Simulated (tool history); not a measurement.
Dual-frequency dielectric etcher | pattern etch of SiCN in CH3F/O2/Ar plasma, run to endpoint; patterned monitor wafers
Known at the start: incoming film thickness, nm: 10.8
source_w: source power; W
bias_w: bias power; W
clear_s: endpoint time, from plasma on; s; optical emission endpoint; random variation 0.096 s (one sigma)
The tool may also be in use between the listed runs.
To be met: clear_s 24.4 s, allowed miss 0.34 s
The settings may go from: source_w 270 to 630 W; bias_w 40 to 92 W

{"run": 1, "hour": 0.0, "source_w": 450, "bias_w": 66, "clear_s": 29.021}
{"run": 2, "hour": 1.7, "source_w": 450, "bias_w": 70, "clear_s": 28.53}
{"run": 3, "hour": 7.2, "source_w": 490, "bias_w": 71, "clear_s": 27}
{"run": 4, "hour": 13.0, "source_w": 550, "bias_w": 71, "clear_s": 25.089}
{"run": 5, "hour": 17.7, "source_w": 560, "bias_w": 71, "clear_s": 24.788}
{"run": 6, "hour": 20.5, "source_w": 560, "bias_w": 61, "clear_s": 26.27}
{"run": 7, "hour": 29.0, "source_w": 570, "bias_w": 61, "clear_s": 26.089}
{"run": 8, "hour": 29.8, "source_w": 580, "bias_w": 61, "clear_s": 25.925}
{"run": 9, "hour": 32.4, "source_w": 590, "bias_w": 61, "clear_s": 25.506}
{"run": 10, "hour": 35.0, "source_w": 600, "bias_w": 61, "clear_s": 25.485}
{"run": 11, "hour": 38.0, "source_w": 610, "bias_w": 62, "clear_s": 25.093}

Which of these 4 next moves meets every target?
{"run": "A", "hour": 41.0, "source_w": 610, "bias_w": 66, "clear_s": "?"}
{"run": "B", "hour": 41.0, "source_w": 610, "bias_w": 60, "clear_s": "?"}
{"run": "C", "hour": 41.0, "source_w": 630, "bias_w": 70, "clear_s": "?"}
{"run": "D", "hour": 41.0, "source_w": 630, "bias_w": 68, "clear_s": "?"}

move=A clear_s=24.512
move=B clear_s=25.426
move=C clear_s=23.557
move=D clear_s=23.822
A: meets every target
B: further off than the last run
C: takes the result that was furthest off past its target
D: takes the result that was furthest off past its target
The right move is A.
